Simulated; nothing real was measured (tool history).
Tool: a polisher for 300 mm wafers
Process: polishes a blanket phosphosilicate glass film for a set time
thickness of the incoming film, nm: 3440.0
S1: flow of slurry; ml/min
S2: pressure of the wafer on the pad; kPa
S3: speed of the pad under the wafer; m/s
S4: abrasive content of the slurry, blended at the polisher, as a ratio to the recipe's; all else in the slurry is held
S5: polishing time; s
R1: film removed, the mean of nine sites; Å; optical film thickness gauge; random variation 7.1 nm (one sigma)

Run 1, hour 0: S1 230 ml/min, S2 16.5 kPa, S3 1.04 m/s, S4 1, S5 80 s. Result: R1 5520.9 Å.
Run 2, hour 3.8: S1 230 ml/min, S2 17.2 kPa, S3 1.04 m/s, S4 1, S5 80 s. Result: R1 5714 Å.
Run 3, hour 6.6: S1 230 ml/min, S2 17.2 kPa, S3 1.04 m/s, S4 1, S5 80 s. Result: R1 5723.7 Å.
Run 4, hour 11.5: S1 230 ml/min, S2 17.9 kPa, S3 1.04 m/s, S4 1, S5 80 s. Result: R1 5923.1 Å.
Run 5, hour 20.4: S1 230 ml/min, S2 17.9 kPa, S3 1.04 m/s, S4 1, S5 80 s. Result: R1 6032.7 Å.
Run 6, hour 21.9: S1 230 ml/min, S2 18.6 kPa, S3 1.04 m/s, S4 1, S5 80 s. Result: R1 6154.8 Å.
Run 7, hour 26: S1 230 ml/min, S2 19.3 kPa, S3 1.04 m/s, S4 1, S5 80 s. Result: R1 6408.8 Å.
Run 8, hour 29.3: S1 230 ml/min, S2 20 kPa, S3 1.04 m/s, S4 1, S5 80 s. Result: R1 6544.9 Å.

Forecast run 9:
Run 9, hour 37.9: S1 230 ml/min, S2 20.7 kPa, S3 1.04 m/s, S4 1, S5 80 s. Result: R1 ?.

Run 9 gave R1 6877.2 Å.

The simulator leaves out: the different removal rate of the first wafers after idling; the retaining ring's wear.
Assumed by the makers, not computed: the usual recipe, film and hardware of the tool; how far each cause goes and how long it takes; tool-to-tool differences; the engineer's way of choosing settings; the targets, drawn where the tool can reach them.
